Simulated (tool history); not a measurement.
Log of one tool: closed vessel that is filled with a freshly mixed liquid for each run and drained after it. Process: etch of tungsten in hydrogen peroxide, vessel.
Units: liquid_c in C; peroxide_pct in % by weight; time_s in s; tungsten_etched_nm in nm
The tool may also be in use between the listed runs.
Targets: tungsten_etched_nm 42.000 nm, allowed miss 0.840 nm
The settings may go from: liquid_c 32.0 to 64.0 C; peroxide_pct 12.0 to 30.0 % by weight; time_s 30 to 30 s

| run | hour | liquid_c | peroxide_pct | time_s | tungsten_etched_nm |
|---|---|---|---|---|---|
| 1 | 0.0 | 48.0 | 22.0 | 30 | 21.097 |
| 2 | 3.2 | 51.0 | 22.0 | 30 | 25.516 |
| 3 | 10.9 | 51.0 | 22.0 | 30 | 25.408 |
| 4 | 15.1 | 53.0 | 22.0 | 30 | 28.742 |
| 5 | 16.0 | 53.0 | 22.0 | 30 | 28.804 |
|  | 16.6 | new drum of peroxide connected |
| 6 | 16.6 | 47.0 | 22.0 | 30 | 20.675 |
| 7 | 21.6 | 50.5 | 22.0 | 30 | 25.748 |
| 8 | 22.9 | 52.5 | 22.0 | 30 | 28.767 |
| 9 | 24.6 | 54.0 | 22.0 | 30 | 31.568 |
| 10 | 27.6 | 55.0 | 22.0 | 30 | 33.549 |
| 11 | 35.7 | 56.0 | 22.0 | 30 | 35.528 |
| 12 | 38.5 | 56.5 | 22.0 | 30 | 37.151 |

4 next moves are on the table. One of them brings every result within its allowed miss. Which?
| A | 41.3 | 53.0 | 24.5 | 30 | ? |
| B | 41.3 | 58.0 | 21.0 | 30 | ? |
| C | 41.3 | 58.5 | 19.5 | 30 | ? |
| D | 41.3 | 59.5 | 20.0 | 30 | ? |

| move | tungsten_etched_nm |
|---|---|
| A | 31.334 |
| B | 38.983 |
| C | 38.672 |
| D | 41.497 |
A: further off than the last run
B: nearer than the last run, and not there yet
C: nearer than the last run, and not there yet
D: meets every target
Answer: D
